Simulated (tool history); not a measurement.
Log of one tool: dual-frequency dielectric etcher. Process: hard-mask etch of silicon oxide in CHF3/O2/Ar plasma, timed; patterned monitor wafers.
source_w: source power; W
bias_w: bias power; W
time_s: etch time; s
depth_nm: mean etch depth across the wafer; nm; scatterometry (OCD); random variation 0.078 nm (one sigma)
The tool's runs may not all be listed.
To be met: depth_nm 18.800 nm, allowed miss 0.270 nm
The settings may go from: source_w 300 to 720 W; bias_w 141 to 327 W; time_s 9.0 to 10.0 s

{"run": 1, "day": 0.0, "source_w": 510, "bias_w": 234, "time_s": 10.0, "depth_nm": 21.65}
{"run": 2, "day": 0.367, "source_w": 510, "bias_w": 200, "time_s": 10.0, "depth_nm": 20.195}
{"run": 3, "day": 0.671, "source_w": 510, "bias_w": 186, "time_s": 10.0, "depth_nm": 19.428}
{"run": 4, "day": 0.758, "source_w": 430, "bias_w": 186, "time_s": 10.0, "depth_nm": 18.216}
{"run": 5, "day": 1.075, "source_w": 430, "bias_w": 156, "time_s": 10.0, "depth_nm": 16.818}
{"run": 6, "day": 1.312, "source_w": 430, "bias_w": 141, "time_s": 10.0, "depth_nm": 15.981}
{"run": 7, "day": 1.571, "source_w": 480, "bias_w": 142, "time_s": 10.0, "depth_nm": 16.777}
{"run": 8, "day": 1.862, "source_w": 520, "bias_w": 143, "time_s": 10.0, "depth_nm": 17.381}
{"run": 9, "day": 1.904, "source_w": 550, "bias_w": 144, "time_s": 10.0, "depth_nm": 17.668}
{"run": 10, "day": 2.046, "source_w": 570, "bias_w": 145, "time_s": 10.0, "depth_nm": 18.123}

Which of these 4 next moves meets every target?
{"run": "A", "day": 2.188, "source_w": 590, "bias_w": 165, "time_s": 9.0, "depth_nm": "?"}
{"run": "B", "day": 2.188, "source_w": 570, "bias_w": 164, "time_s": 9.5, "depth_nm": "?"}
{"run": "C", "day": 2.188, "source_w": 620, "bias_w": 142, "time_s": 9.5, "depth_nm": "?"}
{"run": "D", "day": 2.188, "source_w": 580, "bias_w": 153, "time_s": 10.0, "depth_nm": "?"}

move=A depth_nm=17.576
move=B depth_nm=18.256
move=C depth_nm=17.660
move=D depth_nm=18.743
A: further off than the last run
B: nearer than the last run, and not there yet
C: further off than the last run
D: meets every target
The right move is D.
